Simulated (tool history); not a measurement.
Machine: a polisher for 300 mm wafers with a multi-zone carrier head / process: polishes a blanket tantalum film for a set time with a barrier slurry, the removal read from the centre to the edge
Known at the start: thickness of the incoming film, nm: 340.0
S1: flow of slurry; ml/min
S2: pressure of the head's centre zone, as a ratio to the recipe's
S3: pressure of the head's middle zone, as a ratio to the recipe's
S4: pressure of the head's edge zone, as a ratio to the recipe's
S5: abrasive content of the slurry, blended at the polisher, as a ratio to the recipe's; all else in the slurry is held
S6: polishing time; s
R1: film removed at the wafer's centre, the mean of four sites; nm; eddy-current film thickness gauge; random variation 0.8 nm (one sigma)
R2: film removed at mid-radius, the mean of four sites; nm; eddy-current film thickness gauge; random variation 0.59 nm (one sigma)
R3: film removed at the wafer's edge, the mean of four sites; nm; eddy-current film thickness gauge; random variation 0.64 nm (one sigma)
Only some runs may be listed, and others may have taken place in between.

| run | hour | S1 | S2 | S3 | S4 | S5 | S6 | R1 | R2 | R3 |
|---|---|---|---|---|---|---|---|---|---|---|
| 1 | 0 | 275 | 1 | 1 | 1 | 1 | 59 | 98.651 | 103.27 | 103.14 |
| 2 | 7 | 275 | 1 | 1.07 | 1 | 1 | 59 | 98.815 | 110.08 | 103.96 |
| 3 | 9.1 | 305 | 1 | 1.07 | 1 | 1 | 59 | 101.39 | 111.05 | 101.95 |
| 4 | 16.2 | 325 | 1.01 | 1.02 | 0.97 | 0.95 | 59 | 101.4 | 105.43 | 100.2 |
| 5 | 23.6 | 325 | 1.01 | 1.02 | 0.97 | 0.75 | 59 | 96.783 | 101.1 | 96.296 |
| 6 | 29.5 | 325 | 1.01 | 1.02 | 0.9 | 0.75 | 59 | 97.067 | 101.1 | 93.751 |
| 7 | 31 | 330 | 1.03 | 0.99 | 0.89 | 0.7 | 59 | 97.871 | 98.525 | 92.805 |
| 8 | 38.6 | 255 | 1.13 | 0.89 | 0.81 | 0.55 | 58 | 99.241 | 82.4 | 83.098 |

Run 9, settings as shown, results not yet in. Your forecast:
| 9 | 43.4 | 260 | 1.13 | 0.89 | 0.82 | 0.55 | 58 | ? | ? | ? |

R1: 98.515 nm
R2: 83.582 nm
R3: 82.733 nm

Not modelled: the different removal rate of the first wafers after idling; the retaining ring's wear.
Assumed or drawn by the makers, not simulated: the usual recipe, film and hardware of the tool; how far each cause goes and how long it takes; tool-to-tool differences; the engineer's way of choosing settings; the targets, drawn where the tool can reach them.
